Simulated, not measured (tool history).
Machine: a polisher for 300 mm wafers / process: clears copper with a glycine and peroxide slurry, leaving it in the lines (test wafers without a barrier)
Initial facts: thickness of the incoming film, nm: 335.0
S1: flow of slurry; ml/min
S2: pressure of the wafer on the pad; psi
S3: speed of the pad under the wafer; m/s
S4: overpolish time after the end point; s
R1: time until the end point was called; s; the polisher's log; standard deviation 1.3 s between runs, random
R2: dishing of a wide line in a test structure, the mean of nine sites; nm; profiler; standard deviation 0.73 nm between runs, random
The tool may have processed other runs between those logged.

run,hour,S1,S2,S3,S4,R1,R2
1,0.0,255,2.8,0.80,23,82.489,57.415
2,3.0,255,2.8,0.80,27,83.324,67.153
3,9.4,255,2.5,0.80,28,90.647,63.884
4,12.4,255,2.3,0.80,29,94.205,64.098
5,20.6,255,2.3,0.90,29,86.121,67.118
6,23.3,255,2.1,0.88,30,93.767,67.126

Estimate the outcome of run 7 from the log above:
7,24.9,250,1.3,0.86,32,?,?

R1: 124.940 s
R2: 55.079 nm

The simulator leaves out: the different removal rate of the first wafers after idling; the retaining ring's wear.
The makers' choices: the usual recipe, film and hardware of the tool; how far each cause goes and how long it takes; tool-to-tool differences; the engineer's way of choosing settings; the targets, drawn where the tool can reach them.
